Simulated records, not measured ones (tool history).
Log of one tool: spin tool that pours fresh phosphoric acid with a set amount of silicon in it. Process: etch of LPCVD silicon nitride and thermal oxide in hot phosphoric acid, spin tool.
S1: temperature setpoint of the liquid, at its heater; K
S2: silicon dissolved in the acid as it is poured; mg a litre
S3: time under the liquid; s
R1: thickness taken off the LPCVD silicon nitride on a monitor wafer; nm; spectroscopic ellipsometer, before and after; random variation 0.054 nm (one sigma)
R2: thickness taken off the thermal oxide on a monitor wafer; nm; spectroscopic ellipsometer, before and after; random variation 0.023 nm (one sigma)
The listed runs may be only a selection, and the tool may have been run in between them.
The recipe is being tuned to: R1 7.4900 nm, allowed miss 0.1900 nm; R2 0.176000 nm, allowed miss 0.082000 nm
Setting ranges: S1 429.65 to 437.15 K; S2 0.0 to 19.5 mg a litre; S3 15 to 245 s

run 1 hour=0.0 | S1=432.15 S2=8.5 S3=125 | R1=9.2351 R2=0.296810
run 2 hour=0.8 | S1=432.15 S2=8.5 S3=95 | R1=7.0863 R2=0.253440
run 3 hour=9.5 | S1=432.15 S2=11.0 S3=95 | R1=7.0600 R2=0.171880
run 4 hour=14.0 | S1=432.15 S2=11.0 S3=75 | R1=5.6638 R2=0.155550
run 5 hour=22.7 | S1=432.15 S2=11.0 S3=50 | R1=3.6977 R2=0.094876
run 6 hour=25.6 | S1=432.15 S2=11.0 S3=95 | R1=7.0824 R2=0.213340
run 7 hour=32.5 | S1=432.15 S2=12.5 S3=95 | R1=7.0814 R2=0.236410
run 8 hour=37.0 | S1=432.15 S2=11.5 S3=95 | R1=7.0442 R2=0.177720
run 9 hour=42.1 | S1=432.65 S2=12.0 S3=95 | R1=7.1516 R2=0.217280
run 10 hour=45.7 | S1=432.65 S2=14.0 S3=95 | R1=7.0353 R2=0.243500

Pick the move, out of 5, that brings all results within their allowed miss; only one does.
run A hour=49.3 | S1=435.65 S2=14.5 S3=80 | R1=? R2=?
run B hour=49.3 | S1=436.65 S2=12.0 S3=80 | R1=? R2=?
run C hour=49.3 | S1=433.15 S2=15.5 S3=85 | R1=? R2=?
run D hour=49.3 | S1=431.15 S2=14.0 S3=105 | R1=? R2=?
run E hour=49.3 | S1=434.15 S2=17.0 S3=80 | R1=? R2=?

move=A R1=6.6580 R2=0.194850
move=B R1=6.8822 R2=0.222560
move=C R1=6.5076 R2=0.167950
move=D R1=7.5142 R2=0.185560
move=E R1=6.3335 R2=0.163740
A: further off than the last run
B: further off than the last run
C: further off than the last run
D: every result lands within tolerance
E: further off than the last run
D meets every target.

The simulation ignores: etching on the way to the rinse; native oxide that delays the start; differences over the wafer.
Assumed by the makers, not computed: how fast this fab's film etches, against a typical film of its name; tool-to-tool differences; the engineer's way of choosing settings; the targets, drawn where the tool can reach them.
